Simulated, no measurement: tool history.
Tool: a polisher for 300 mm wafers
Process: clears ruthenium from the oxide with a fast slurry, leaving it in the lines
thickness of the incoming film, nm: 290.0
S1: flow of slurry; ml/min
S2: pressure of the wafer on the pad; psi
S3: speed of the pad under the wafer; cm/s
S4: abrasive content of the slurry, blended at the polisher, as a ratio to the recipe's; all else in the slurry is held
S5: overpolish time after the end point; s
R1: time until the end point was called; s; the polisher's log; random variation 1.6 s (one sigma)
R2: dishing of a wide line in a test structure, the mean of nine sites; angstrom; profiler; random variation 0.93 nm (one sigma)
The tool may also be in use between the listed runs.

run  hour   S1   S2   S3  S4  S5      R1      R2
  1     0  205  2.5  126   1  18  55.281  663.93
  2   8.3  205  2.5  116   1  18  59.819  634.97
  3  14.2  205  2.1  114   1  21  70.237  616.64
  4  22.9  205  1.8  112   1  24  80.567  633.48
  5  23.4  205  1.6  110   1  26  88.786  612.81
  6  24.5  205  1.6  110   1  20  87.058   510.8

The next listed run, before its measurement:
  7  33.2  205  1.4  110   1  23   ?   ?

R1: 95.386 s
R2: 519.35 angstrom
